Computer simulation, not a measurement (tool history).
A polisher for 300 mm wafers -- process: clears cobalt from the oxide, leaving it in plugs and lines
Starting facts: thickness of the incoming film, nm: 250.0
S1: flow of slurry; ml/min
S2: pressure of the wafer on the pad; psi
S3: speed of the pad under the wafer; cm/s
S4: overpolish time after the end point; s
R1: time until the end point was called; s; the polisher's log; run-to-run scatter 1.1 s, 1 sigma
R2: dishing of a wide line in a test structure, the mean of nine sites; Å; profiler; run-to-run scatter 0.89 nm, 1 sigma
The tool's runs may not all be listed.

run 1 day=0.000 | S1=140 S2=1.9 S3=76 S4=18 | R1=69.084 R2=415.41
run 2 day=0.267 | S1=165 S2=1.9 S3=76 S4=18 | R1=68.604 R2=424.80
run 3 day=0.471 | S1=165 S2=1.9 S3=76 S4=19 | R1=64.451 R2=436.89
run 4 day=0.533 | S1=165 S2=1.9 S3=76 S4=20 | R1=67.614 R2=434.83
run 5 day=0.771 | S1=165 S2=1.9 S3=76 S4=14 | R1=69.160 R2=375.49
-- day=0.875 worn pad replaced by a new one
run 6 day=0.875 | S1=165 S2=1.9 S3=76 S4=16 | R1=62.729 R2=424.95
run 7 day=1.067 | S1=170 S2=1.9 S3=76 S4=17 | R1=60.012 R2=420.28
run 8 day=1.183 | S1=170 S2=1.9 S3=76 S4=17 | R1=62.751 R2=430.26
run 9 day=1.454 | S1=170 S2=1.9 S3=76 S4=18 | R1=60.825 R2=443.60
run 10 day=1.550 | S1=170 S2=1.9 S3=76 S4=19 | R1=61.579 R2=462.20

Predict the results of run 11:
run 11 day=1.858 | S1=170 S2=1.9 S3=76 S4=20 | R1=? R2=?

{"run 11": {"R1": 62.069, "R2": 460.63}}
